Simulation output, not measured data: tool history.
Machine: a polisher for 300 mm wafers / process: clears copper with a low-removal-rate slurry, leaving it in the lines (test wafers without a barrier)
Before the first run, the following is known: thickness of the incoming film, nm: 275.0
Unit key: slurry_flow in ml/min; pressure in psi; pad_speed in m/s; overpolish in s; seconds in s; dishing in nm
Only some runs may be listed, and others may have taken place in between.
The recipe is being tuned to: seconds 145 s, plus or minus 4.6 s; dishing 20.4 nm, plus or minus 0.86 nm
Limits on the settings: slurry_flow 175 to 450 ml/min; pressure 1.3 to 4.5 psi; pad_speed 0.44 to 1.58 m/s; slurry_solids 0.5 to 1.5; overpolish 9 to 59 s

run  hour  slurry_flow  pressure  pad_speed  slurry_solids  overpolish  seconds  dishing
  1     0          290       2.9          1              1          30   90.566   43.646
  2   1.6          290       3.2          1              1          30   84.547   46.972
  3   8.1          290       3.7          1              1          30   72.468   51.825
  4  16.1          290       3.7          1            1.2          30    68.55   52.491
  5  19.3          290       4.3          1            1.2          30   58.894    58.55
  6  27.6          290       4.3          1            1.2          42   59.386   68.825
  7  31.5          290       3.7       0.96           1.25          35   72.478   58.066
  8  38.4          265       3.3       0.96            1.1          29   83.328   47.393
  9  44.8          305       2.9       0.94              1          25   98.413   36.477
 10  53.4          320       2.6       0.94              1          23    106.2   32.784
 11  60.9          330       2.4       0.94              1          21    114.6   28.352
 12  63.5          340       2.2       0.94              1          20   124.06   25.374
 13  68.2          350       2.1       0.94              1          20   131.07   24.394
 14  72.2          360         2       0.94              1          20   134.88   23.451
 15  72.9          370         2       0.94              1          20   137.12   23.073
 16  78.2          380         2       0.94              1          20   136.85   23.332
 17  85.6          370       1.8       0.94              1          15   150.92   16.582
 18    89          370       1.9       0.94           0.95          15   141.29   17.365
 19  91.2          365       1.9       0.94              1          15   141.72   17.367
 20  97.5          365       1.9       0.94              1          16   141.53   18.424

5 next moves are on the table. One of them brings every result within its allowed miss. Which?
  A  103.8          390       1.9       0.88           1.15          18        ?        ?
  B  103.8          425       2.5       0.68           1.05          20        ?        ?
  C  103.8          295       1.9       1.12            0.8          19        ?        ?
  D  103.8          350       1.8        1.1           0.85          16        ?        ?
  E  103.8          375       2.5       0.76           0.95          17        ?        ?

move  seconds  dishing
   A   145.04   20.112
   B   145.22   22.251
   C   128.87   23.179
   D   133.88   19.429
   E   135.06   20.627
A: every result lands within tolerance
B: takes the biggest miss from the last run beyond its target
C: takes the biggest miss from the last run beyond its target
D: lands further from the targets than the last run did
E: the furthest-off result lands on target, but another misses its tolerance
A meets every target.
